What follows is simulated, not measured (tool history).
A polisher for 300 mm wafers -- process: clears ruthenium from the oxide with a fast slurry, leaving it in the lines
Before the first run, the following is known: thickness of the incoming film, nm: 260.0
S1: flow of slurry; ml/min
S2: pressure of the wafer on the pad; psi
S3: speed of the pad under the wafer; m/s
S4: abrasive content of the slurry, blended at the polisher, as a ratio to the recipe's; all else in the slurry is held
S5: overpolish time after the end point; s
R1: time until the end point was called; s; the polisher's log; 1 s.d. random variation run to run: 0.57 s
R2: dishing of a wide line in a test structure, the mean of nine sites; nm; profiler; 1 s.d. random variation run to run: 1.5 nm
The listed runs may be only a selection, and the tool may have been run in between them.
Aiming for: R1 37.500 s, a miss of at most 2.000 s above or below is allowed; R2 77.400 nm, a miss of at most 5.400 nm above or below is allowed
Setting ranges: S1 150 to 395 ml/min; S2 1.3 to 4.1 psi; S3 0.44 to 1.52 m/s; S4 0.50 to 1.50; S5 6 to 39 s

Run 1, hour 0.0: S1 250 ml/min, S2 2.7 psi, S3 0.98 m/s, S4 1.00, S5 20 s. Result: R1 72.348 s, R2 45.966 nm.
Run 2, hour 0.8: S1 250 ml/min, S2 2.1 psi, S3 0.98 m/s, S4 1.00, S5 20 s. Result: R1 85.446 s, R2 40.747 nm.
Run 3, hour 2.3: S1 250 ml/min, S2 2.7 psi, S3 1.08 m/s, S4 1.00, S5 21 s. Result: R1 66.345 s, R2 50.074 nm.
Run 4, hour 10.4: S1 250 ml/min, S2 2.7 psi, S3 1.08 m/s, S4 1.00, S5 26 s. Result: R1 67.039 s, R2 58.524 nm.
Run 5, hour 11.2: S1 250 ml/min, S2 2.3 psi, S3 1.08 m/s, S4 1.00, S5 26 s. Result: R1 76.806 s, R2 53.238 nm.
Run 6, hour 19.6: S1 195 ml/min, S2 2.3 psi, S3 1.08 m/s, S4 1.00, S5 26 s. Result: R1 77.053 s, R2 52.453 nm.
Run 7, hour 28.3: S1 195 ml/min, S2 2.9 psi, S3 1.14 m/s, S4 1.00, S5 25 s. Result: R1 62.420 s, R2 58.345 nm.
Run 8, hour 35.2: S1 200 ml/min, S2 3.6 psi, S3 1.38 m/s, S4 1.05, S5 23 s. Result: R1 42.469 s, R2 65.334 nm.

4 next moves are on the table. One of them brings every result within its allowed miss. Which?
Run A, hour 42.1: S1 270 ml/min, S2 3.6 psi, S3 1.50 m/s, S4 1.15, S5 13 s. Result: R1 ?, R2 ?.
Run B, hour 42.1: S1 220 ml/min, S2 3.8 psi, S3 1.30 m/s, S4 1.05, S5 23 s. Result: R1 ?, R2 ?.
Run C, hour 42.1: S1 295 ml/min, S2 4.1 psi, S3 1.32 m/s, S4 0.90, S5 22 s. Result: R1 ?, R2 ?.
Run D, hour 42.1: S1 270 ml/min, S2 4.1 psi, S3 1.24 m/s, S4 1.25, S5 30 s. Result: R1 ?, R2 ?.

move      R1      R2
   A  35.768  54.300
   B  42.805  65.892
   C  42.906  64.584
   D  37.328  75.459
A: the worst result of the last run now meets its target, but another is out of spec
B: misses by more than the last run did
C: misses by more than the last run did
D: every result within its allowed miss
D is the move that brings every result within its allowed miss.

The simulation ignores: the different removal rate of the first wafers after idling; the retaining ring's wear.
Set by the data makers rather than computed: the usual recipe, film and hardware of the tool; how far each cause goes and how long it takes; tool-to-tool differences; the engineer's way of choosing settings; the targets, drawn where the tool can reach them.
